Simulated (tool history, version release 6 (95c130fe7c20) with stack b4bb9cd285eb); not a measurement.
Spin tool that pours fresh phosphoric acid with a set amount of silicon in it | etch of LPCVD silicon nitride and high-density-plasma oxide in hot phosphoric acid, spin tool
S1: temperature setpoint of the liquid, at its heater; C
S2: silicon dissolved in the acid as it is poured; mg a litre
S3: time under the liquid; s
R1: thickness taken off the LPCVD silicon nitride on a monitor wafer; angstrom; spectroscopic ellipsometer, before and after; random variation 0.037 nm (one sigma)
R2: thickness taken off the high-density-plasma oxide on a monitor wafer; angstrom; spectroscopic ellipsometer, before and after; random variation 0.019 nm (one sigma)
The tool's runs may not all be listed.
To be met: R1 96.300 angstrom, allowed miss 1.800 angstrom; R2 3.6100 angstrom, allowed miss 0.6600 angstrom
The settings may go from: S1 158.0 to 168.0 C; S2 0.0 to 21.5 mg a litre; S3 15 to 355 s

run	hour	S1	S2	S3	R1	R2
1	0.0	163.0	9.5	180	149.140	6.6214
2	8.8	164.5	9.5	180	157.810	6.9950
3	10.8	163.5	10.5	170	143.760	6.3051
4	16.4	162.5	11.5	160	131.020	5.2240
5	22.0	162.5	11.5	85	69.315	2.9598
6	22.8	163.5	13.5	90	75.942	3.2671
7	24.4	163.5	13.5	90	75.603	3.0777
8	31.4	166.0	19.5	120	109.530	4.3695
9	37.0	163.5	17.5	120	101.780	3.7657
10	46.0	163.5	17.5	120	101.660	3.9646
11	49.8	163.0	17.5	120	99.400	3.8134

4 next moves are on the table. One of them brings every result within its allowed miss. Which?
A	53.6	163.0	18.0	120	?	?
B	53.6	165.5	7.0	110	?	?
C	53.6	166.5	9.5	110	?	?
D	53.6	161.0	13.0	125	?	?

move	R1	R2
A	99.279	3.8211
B	98.816	5.4493
C	102.100	5.5516
D	96.757	3.9012
A: as far off as the last run
B: further off than the last run
C: further off than the last run
D: meets every target
Move D is the one to make.
